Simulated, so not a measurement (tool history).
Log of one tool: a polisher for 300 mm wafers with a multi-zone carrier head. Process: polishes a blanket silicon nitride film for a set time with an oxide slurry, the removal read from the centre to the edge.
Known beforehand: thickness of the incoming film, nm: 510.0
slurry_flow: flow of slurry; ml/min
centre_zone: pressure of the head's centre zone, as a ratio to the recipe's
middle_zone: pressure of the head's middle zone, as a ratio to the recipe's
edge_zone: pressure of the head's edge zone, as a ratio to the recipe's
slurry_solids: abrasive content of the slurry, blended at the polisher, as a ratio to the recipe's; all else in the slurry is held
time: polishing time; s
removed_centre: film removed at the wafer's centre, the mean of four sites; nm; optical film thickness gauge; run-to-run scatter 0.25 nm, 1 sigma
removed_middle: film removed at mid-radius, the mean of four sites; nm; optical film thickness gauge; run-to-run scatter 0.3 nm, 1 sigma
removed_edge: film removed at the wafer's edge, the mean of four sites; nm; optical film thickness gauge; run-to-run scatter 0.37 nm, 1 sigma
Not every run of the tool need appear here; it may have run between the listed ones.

run	hour	slurry_flow	centre_zone	middle_zone	edge_zone	slurry_solids	time	removed_centre	removed_middle	removed_edge
1	0.0	180	1.00	1.00	1.00	1.00	79	38.301	37.787	37.878
2	7.7	180	0.99	1.00	0.99	0.95	78	37.021	35.795	36.282
3	16.0	180	0.99	1.00	0.99	0.85	78	34.957	33.285	34.097
4	21.8	180	0.99	1.03	0.99	0.85	78	34.395	34.717	34.159
5	22.4	215	0.99	1.03	0.99	0.85	78	35.694	36.037	34.096
6	27.0	215	0.97	1.03	0.98	0.80	77	33.064	33.455	32.604
7	27.9	220	0.96	1.04	0.97	0.75	77	30.762	33.556	31.082
8	34.6	220	0.95	1.03	0.96	0.75	77	30.972	31.921	31.491
9	43.3	170	0.86	1.10	0.88	0.50	73	17.965	21.479	18.791
10	51.4	180	0.86	1.10	0.89	0.50	73	18.020	21.931	19.292

For run 11, what comes out?
11	52.5	190	0.87	1.09	0.90	0.50	73	?	?	?

{"run 11": {"removed_centre": 18.568, "removed_middle": 22.672, "removed_edge": 19.89}}
